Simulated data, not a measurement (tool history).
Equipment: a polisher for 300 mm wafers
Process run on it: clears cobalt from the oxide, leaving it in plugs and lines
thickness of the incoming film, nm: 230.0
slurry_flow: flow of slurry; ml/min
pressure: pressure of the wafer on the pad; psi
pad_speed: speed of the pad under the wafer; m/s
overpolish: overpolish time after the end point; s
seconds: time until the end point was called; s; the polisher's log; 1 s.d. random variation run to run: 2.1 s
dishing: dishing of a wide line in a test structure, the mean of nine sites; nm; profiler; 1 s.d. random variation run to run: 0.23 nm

run 1 hour=0.0 | slurry_flow=210 pressure=1.2 pad_speed=0.76 overpolish=13 | seconds=104.060 dishing=22.154
run 2 hour=8.0 | slurry_flow=210 pressure=1.2 pad_speed=0.76 overpolish=11 | seconds=103.940 dishing=19.002
run 3 hour=15.9 | slurry_flow=210 pressure=1.2 pad_speed=0.76 overpolish=10 | seconds=109.670 dishing=16.525
run 4 hour=16.5 | slurry_flow=210 pressure=1.2 pad_speed=0.90 overpolish=10 | seconds=89.732 dishing=19.811
run 5 hour=17.2 | slurry_flow=240 pressure=1.2 pad_speed=0.90 overpolish=10 | seconds=88.694 dishing=19.900
run 6 hour=22.1 | slurry_flow=240 pressure=1.2 pad_speed=0.90 overpolish=14 | seconds=89.505 dishing=26.229
run 7 hour=27.3 | slurry_flow=240 pressure=1.1 pad_speed=0.88 overpolish=12 | seconds=100.360 dishing=21.600
run 8 hour=30.4 | slurry_flow=240 pressure=1.1 pad_speed=0.86 overpolish=11 | seconds=99.461 dishing=20.242
run 9 hour=35.0 | slurry_flow=240 pressure=1.1 pad_speed=0.84 overpolish=10 | seconds=104.240 dishing=17.601
run 10 hour=42.9 | slurry_flow=240 pressure=1.1 pad_speed=0.84 overpolish=9 | seconds=99.343 dishing=16.287

Forecast run 11:
-- hour=49.6 head pressure recalibrated
run 11 hour=49.6 | slurry_flow=240 pressure=1.0 pad_speed=0.84 overpolish=9 | seconds=? dishing=?

seconds: 118.740 s
dishing: 14.977 nm

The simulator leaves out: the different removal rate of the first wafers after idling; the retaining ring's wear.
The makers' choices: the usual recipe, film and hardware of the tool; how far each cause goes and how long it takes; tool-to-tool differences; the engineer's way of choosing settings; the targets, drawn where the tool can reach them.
